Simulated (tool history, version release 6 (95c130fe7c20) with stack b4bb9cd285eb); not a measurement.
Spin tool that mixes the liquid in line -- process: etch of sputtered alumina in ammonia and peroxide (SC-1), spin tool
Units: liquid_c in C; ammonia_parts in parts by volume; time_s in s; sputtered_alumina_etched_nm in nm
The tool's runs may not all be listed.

run  hour  liquid_c  ammonia_parts  time_s  sputtered_alumina_etched_nm
  1   0.0      61.0           0.45      85                       6.7211
  2   7.4      61.0           0.55      85                       6.8730
  3   9.4      61.0           0.55      90                       7.2692
  4  11.4      59.0           0.55      90                       6.5071
  5  19.6      59.0           0.60      90                       6.5376
  6  25.4      59.0           0.60      90                       6.6001
  7  28.6      57.5           0.60      90                       6.0753
  8  37.1      56.5           0.60      90                       5.7762

Forecast run 9:
  9  39.5      55.5           0.60      90                            ?

sputtered_alumina_etched_nm: 5.4903 nm
